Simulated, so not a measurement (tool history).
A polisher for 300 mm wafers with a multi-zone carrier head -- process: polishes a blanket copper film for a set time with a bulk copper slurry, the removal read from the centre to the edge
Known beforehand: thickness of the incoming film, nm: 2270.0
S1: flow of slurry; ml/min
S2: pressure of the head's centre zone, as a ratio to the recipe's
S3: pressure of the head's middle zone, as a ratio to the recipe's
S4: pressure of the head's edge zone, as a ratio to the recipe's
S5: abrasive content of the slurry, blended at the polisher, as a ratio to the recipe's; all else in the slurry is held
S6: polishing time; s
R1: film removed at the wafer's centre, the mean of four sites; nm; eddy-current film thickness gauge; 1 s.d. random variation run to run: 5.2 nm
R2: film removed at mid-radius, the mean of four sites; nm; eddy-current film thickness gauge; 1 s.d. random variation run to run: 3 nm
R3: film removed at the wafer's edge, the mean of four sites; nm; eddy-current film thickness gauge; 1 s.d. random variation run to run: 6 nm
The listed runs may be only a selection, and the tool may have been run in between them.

Run 1, day 0.000: S1 175 ml/min, S2 1.00, S3 1.00, S4 1.00, S5 1.00, S6 54 s. Result: R1 632.07 nm, R2 626.13 nm, R3 627.18 nm.
Run 2, day 0.162: S1 165 ml/min, S2 1.00, S3 0.95, S4 0.96, S5 0.85, S6 50 s. Result: R1 573.85 nm, R2 542.49 nm, R3 556.64 nm.
Run 3, day 0.308: S1 160 ml/min, S2 1.00, S3 0.92, S4 0.94, S5 0.75, S6 47 s. Result: R1 513.83 nm, R2 480.94 nm, R3 518.29 nm.
Run 4, day 0.429: S1 160 ml/min, S2 1.00, S3 0.92, S4 0.94, S5 0.75, S6 58 s. Result: R1 631.75 nm, R2 589.91 nm, R3 634.71 nm.
Run 5, day 0.696: S1 160 ml/min, S2 1.01, S3 0.91, S4 0.91, S5 0.70, S6 52 s. Result: R1 569.71 nm, R2 508.96 nm, R3 550.71 nm.
Run 6, day 1.008: S1 160 ml/min, S2 1.01, S3 0.97, S4 0.91, S5 0.70, S6 52 s. Result: R1 562.62 nm, R2 540.69 nm, R3 548.59 nm.
Run 7, day 1.221: S1 160 ml/min, S2 1.01, S3 0.97, S4 0.91, S5 0.70, S6 52 s. Result: R1 560.84 nm, R2 544.20 nm, R3 540.54 nm.
Run 8, day 1.517: S1 155 ml/min, S2 1.02, S3 0.94, S4 0.89, S5 0.65, S6 49 s. Result: R1 532.64 nm, R2 484.15 nm, R3 493.94 nm.

Predict the results of run 9:
Run 9, day 1.721: S1 145 ml/min, S2 1.01, S3 0.92, S4 0.87, S5 0.60, S6 47 s. Result: R1 ?, R2 ?, R3 ?.

For run 9 the tool returned R1 490.03 nm, R2 444.30 nm, R3 467.57 nm.

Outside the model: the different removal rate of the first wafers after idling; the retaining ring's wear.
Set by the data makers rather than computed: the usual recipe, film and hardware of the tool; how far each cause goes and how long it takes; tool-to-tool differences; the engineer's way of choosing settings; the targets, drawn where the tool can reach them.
